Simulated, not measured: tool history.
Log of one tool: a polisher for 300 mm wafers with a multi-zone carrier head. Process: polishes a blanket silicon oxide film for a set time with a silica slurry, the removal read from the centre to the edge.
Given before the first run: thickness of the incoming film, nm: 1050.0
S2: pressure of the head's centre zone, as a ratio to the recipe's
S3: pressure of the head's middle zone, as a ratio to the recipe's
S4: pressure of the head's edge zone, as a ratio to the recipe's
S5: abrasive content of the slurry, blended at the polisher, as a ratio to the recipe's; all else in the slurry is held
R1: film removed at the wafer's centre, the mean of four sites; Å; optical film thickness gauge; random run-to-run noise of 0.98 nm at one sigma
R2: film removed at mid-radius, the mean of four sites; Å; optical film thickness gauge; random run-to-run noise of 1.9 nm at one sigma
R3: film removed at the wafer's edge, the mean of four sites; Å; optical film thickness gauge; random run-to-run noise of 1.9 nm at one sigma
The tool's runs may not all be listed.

Run 1, hour 0: flow of slurry (ml/min) 225, S2 1, S3 1, S4 1, S5 1, polishing time (s) 67. Result: R1 2026.6 Å, R2 2075.1 Å, R3 2123.2 Å.
Run 2, hour 3.7: flow of slurry (ml/min) 220, S2 0.98, S3 0.98, S4 0.99, S5 0.95, polishing time (s) 67. Result: R1 1967.6 Å, R2 2010 Å, R3 2122.9 Å.
Run 3, hour 8.4: flow of slurry (ml/min) 220, S2 0.98, S3 1.06, S4 0.99, S5 0.95, polishing time (s) 67. Result: R1 1961.5 Å, R2 2149.7 Å, R3 2084.8 Å.
Run 4, hour 15.6: flow of slurry (ml/min) 170, S2 0.98, S3 1.06, S4 0.99, S5 0.95, polishing time (s) 67. Result: R1 1856.9 Å, R2 2056.8 Å, R3 2030.2 Å.
Run 5, hour 24.1: flow of slurry (ml/min) 170, S2 1.03, S3 1.06, S4 0.99, S5 0.95, polishing time (s) 67. Result: R1 1950.2 Å, R2 2062.5 Å, R3 2020.1 Å.
Run 6, hour 28.1: flow of slurry (ml/min) 170, S2 1.01, S3 1.04, S4 0.99, S5 0.9, polishing time (s) 67. Result: R1 1862 Å, R2 1966 Å, R3 1974 Å.
Run 7, hour 29: flow of slurry (ml/min) 170, S2 1, S3 1.02, S4 0.99, S5 0.85, polishing time (s) 67. Result: R1 1814.2 Å, R2 1883.6 Å, R3 1935.9 Å.

Estimate the outcome of run 8 from the log above:
Run 8, hour 30.8: flow of slurry (ml/min) 155, S2 0.9, S3 0.92, S4 0.93, S5 0.6, polishing time (s) 67. Result: R1 ?, R2 ?, R3 ?.

{"run 8": {"R1": 1412.8, "R2": 1459.8, "R3": 1575.2}}
